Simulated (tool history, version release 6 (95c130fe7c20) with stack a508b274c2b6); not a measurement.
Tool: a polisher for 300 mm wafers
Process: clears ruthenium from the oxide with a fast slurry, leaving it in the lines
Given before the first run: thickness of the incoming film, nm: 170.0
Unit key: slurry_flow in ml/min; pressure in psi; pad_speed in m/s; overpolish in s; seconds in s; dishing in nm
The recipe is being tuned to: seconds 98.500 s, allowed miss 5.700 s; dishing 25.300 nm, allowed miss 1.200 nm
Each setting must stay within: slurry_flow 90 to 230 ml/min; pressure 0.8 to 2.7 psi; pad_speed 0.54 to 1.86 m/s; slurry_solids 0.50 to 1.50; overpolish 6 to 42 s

{"run": 1, "hour": 0.0, "slurry_flow": 150, "pressure": 1.7, "pad_speed": 1.18, "slurry_solids": 1.0, "overpolish": 21, "seconds": 50.224, "dishing": 56.222}
{"run": 2, "hour": 4.9, "slurry_flow": 150, "pressure": 1.7, "pad_speed": 1.0, "slurry_solids": 1.0, "overpolish": 21, "seconds": 60.251, "dishing": 48.558}
{"run": 3, "hour": 10.7, "slurry_flow": 150, "pressure": 1.7, "pad_speed": 1.0, "slurry_solids": 1.2, "overpolish": 21, "seconds": 56.374, "dishing": 51.942}
{"run": 4, "hour": 18.6, "slurry_flow": 150, "pressure": 1.6, "pad_speed": 0.98, "slurry_solids": 1.2, "overpolish": 20, "seconds": 58.122, "dishing": 47.224}
{"run": 5, "hour": 24.8, "slurry_flow": 150, "pressure": 1.5, "pad_speed": 0.94, "slurry_solids": 1.2, "overpolish": 20, "seconds": 67.232, "dishing": 43.375}
{"run": 6, "hour": 28.7, "slurry_flow": 120, "pressure": 1.5, "pad_speed": 0.94, "slurry_solids": 1.2, "overpolish": 20, "seconds": 68.819, "dishing": 41.589}
{"run": 7, "hour": 32.9, "slurry_flow": 120, "pressure": 1.4, "pad_speed": 0.94, "slurry_solids": 1.2, "overpolish": 19, "seconds": 75.653, "dishing": 37.978}
{"run": 8, "hour": 36.6, "slurry_flow": 125, "pressure": 1.3, "pad_speed": 0.94, "slurry_solids": 1.2, "overpolish": 18, "seconds": 78.331, "dishing": 33.938}
{"run": 9, "hour": 37.2, "slurry_flow": 125, "pressure": 1.2, "pad_speed": 0.94, "slurry_solids": 1.2, "overpolish": 18, "seconds": 83.101, "dishing": 31.877}

5 candidate next runs follow, results not yet known. Just one meets every target within its allowed miss. Identify it.
{"run": "A", "hour": 37.8, "slurry_flow": 175, "pressure": 1.1, "pad_speed": 0.8, "slurry_solids": 1.25, "overpolish": 16, "seconds": "?", "dishing": "?"}
{"run": "B", "hour": 37.8, "slurry_flow": 110, "pressure": 1.5, "pad_speed": 0.96, "slurry_solids": 1.2, "overpolish": 17, "seconds": "?", "dishing": "?"}
{"run": "C", "hour": 37.8, "slurry_flow": 155, "pressure": 1.0, "pad_speed": 0.88, "slurry_solids": 1.2, "overpolish": 20, "seconds": "?", "dishing": "?"}
{"run": "D", "hour": 37.8, "slurry_flow": 100, "pressure": 1.2, "pad_speed": 0.84, "slurry_solids": 1.05, "overpolish": 32, "seconds": "?", "dishing": "?"}
{"run": "E", "hour": 37.8, "slurry_flow": 115, "pressure": 1.4, "pad_speed": 0.84, "slurry_solids": 1.2, "overpolish": 18, "seconds": "?", "dishing": "?"}

move=A seconds=100.880 dishing=25.298
move=B seconds=70.123 dishing=36.997
move=C seconds=104.770 dishing=29.932
move=D seconds=108.100 dishing=43.934
move=E seconds=84.314 dishing=33.079
A: hits every target within its allowed miss
B: its largest miss is bigger than the last run's
C: nearer than the last run, and not there yet
D: its largest miss is bigger than the last run's
E: its largest miss is bigger than the last run's
A meets every target.
